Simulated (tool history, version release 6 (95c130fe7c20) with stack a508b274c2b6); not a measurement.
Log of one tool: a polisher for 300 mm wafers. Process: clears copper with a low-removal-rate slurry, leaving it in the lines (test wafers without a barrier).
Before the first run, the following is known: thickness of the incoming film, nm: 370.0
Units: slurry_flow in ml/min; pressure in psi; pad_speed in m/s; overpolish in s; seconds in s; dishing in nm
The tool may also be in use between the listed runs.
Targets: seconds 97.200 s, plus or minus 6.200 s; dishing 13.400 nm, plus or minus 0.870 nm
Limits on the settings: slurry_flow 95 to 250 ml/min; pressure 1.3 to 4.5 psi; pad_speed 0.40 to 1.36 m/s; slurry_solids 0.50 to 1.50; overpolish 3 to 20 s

run,hour,slurry_flow,pressure,pad_speed,slurry_solids,overpolish,seconds,dishing
1,0.0,160,2.9,0.88,1.00,10,146.730,16.305
2,3.0,160,3.0,0.88,1.00,9,143.670,15.458
3,4.0,160,3.1,0.88,1.00,8,145.130,14.749
4,8.5,160,3.1,0.92,1.00,7,139.070,12.953
5,14.9,160,3.2,0.94,1.00,7,131.770,13.912
6,21.9,160,3.2,0.94,1.10,7,127.620,13.881
7,30.6,160,3.3,0.94,1.10,7,122.930,14.121
8,35.0,160,3.4,0.94,1.10,7,124.250,14.261
9,43.0,160,3.5,0.94,1.10,7,117.610,15.157
10,51.5,170,3.7,0.98,1.15,5,108.670,12.731

Which single option among these 4 for the next run brings every result within its allowed miss of target? Just one does.
A,60.0,170,3.2,0.96,1.10,6,?,?
B,60.0,185,4.0,0.88,1.10,6,?,?
C,60.0,165,3.9,1.02,1.15,6,?,?
D,60.0,180,4.4,0.92,1.10,5,?,?

move,seconds,dishing
A,125.740,12.887
B,109.950,14.537
C,99.510,15.818
D,97.417,13.812
A: further off than the last run
B: further off than the last run
C: brings the last run's worst result on target, with another outside its allowed miss
D: each result inside its tolerance
The move that meets every target is D.
